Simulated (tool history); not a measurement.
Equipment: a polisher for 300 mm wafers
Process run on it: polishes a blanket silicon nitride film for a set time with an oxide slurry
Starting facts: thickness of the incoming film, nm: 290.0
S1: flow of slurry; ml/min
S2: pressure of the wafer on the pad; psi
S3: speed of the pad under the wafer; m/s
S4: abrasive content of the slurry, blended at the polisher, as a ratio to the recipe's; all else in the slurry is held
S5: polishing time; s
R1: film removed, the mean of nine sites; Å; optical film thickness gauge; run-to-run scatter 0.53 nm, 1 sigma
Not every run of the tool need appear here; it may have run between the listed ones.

Run 1, hour 0: S1 255 ml/min, S2 4.8 psi, S3 1.42 m/s, S4 1, S5 44 s. Result: R1 523.32 Å.
Run 2, hour 6.4: S1 290 ml/min, S2 4.8 psi, S3 1.42 m/s, S4 1, S5 44 s. Result: R1 539.35 Å.
Run 3, hour 10.9: S1 290 ml/min, S2 4.4 psi, S3 1.4 m/s, S4 1, S5 44 s. Result: R1 480.27 Å.
Run 4, hour 17.7: S1 255 ml/min, S2 4.4 psi, S3 1.4 m/s, S4 1, S5 44 s. Result: R1 479.33 Å.
At hour 24.6: slurry nozzle cleaned.
Run 5, hour 24.6: S1 255 ml/min, S2 4.1 psi, S3 1.38 m/s, S4 1, S5 44 s. Result: R1 449.76 Å.
Run 6, hour 32: S1 255 ml/min, S2 3.9 psi, S3 1.38 m/s, S4 1, S5 44 s. Result: R1 440.84 Å.

Estimate the outcome of run 7 from the log above:
Run 7, hour 33.4: S1 255 ml/min, S2 3.7 psi, S3 1.36 m/s, S4 1, S5 44 s. Result: R1 ?.

Run 7 yielded R1 411.04 Å.

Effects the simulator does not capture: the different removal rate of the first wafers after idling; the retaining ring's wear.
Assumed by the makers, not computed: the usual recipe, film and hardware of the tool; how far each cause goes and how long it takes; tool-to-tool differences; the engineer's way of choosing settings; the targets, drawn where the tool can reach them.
